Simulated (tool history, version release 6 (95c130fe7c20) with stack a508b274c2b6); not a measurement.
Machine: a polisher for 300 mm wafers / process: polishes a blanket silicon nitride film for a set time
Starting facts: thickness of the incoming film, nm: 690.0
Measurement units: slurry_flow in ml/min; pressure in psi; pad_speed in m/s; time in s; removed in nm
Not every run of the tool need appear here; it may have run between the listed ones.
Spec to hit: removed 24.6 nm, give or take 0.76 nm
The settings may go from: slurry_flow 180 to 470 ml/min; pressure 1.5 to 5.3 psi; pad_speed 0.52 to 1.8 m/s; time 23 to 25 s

run,hour,slurry_flow,pressure,pad_speed,time,removed
1,0,300,3.4,1.16,25,49.653
2,4.7,300,3.9,1.16,25,55.608
3,8.9,300,3.9,1.32,25,63.324
4,17.2,300,3.9,1.5,25,69.093
5,18.8,300,3.6,1.42,25,61.442
6,19.9,300,3.3,1.34,25,54.494
7,28.6,300,3.1,1.28,25,48.841
8,37.6,300,2.9,1.24,25,44.749
9,38.8,300,2.7,1.2,25,40.303
10,43,300,2.5,1.18,25,37.257
11,48.4,300,2.4,1.16,25,35.063
12,51.3,295,1.5,1.04,25,21.098
13,57.3,305,1.5,1.04,25,20.526
14,58.4,300,1.6,1.04,25,22.031
15,63.6,300,1.6,1.04,25,21.716
16,65.4,305,2.1,1.04,25,28.347
17,71.9,295,2.1,1.04,25,28.722
18,76.4,305,2.1,1.04,25,28.244
19,79.3,295,2.1,1.04,25,27.929
20,85.3,295,1.9,1.04,25,25.682

Which single option among these 4 for the next run brings every result within its allowed miss of target? Just one does.
A,91.3,185,1.6,1.38,23,?
B,91.3,280,1.8,1.18,24,?
C,91.3,355,3.1,0.58,25,?
D,91.3,260,2.1,1.02,24,?

move,removed
A,24.419
B,25.95
C,26.181
D,26.587
A: meets every target
B: moves away from the targets compared with the last run
C: moves away from the targets compared with the last run
D: moves away from the targets compared with the last run
Answer: A
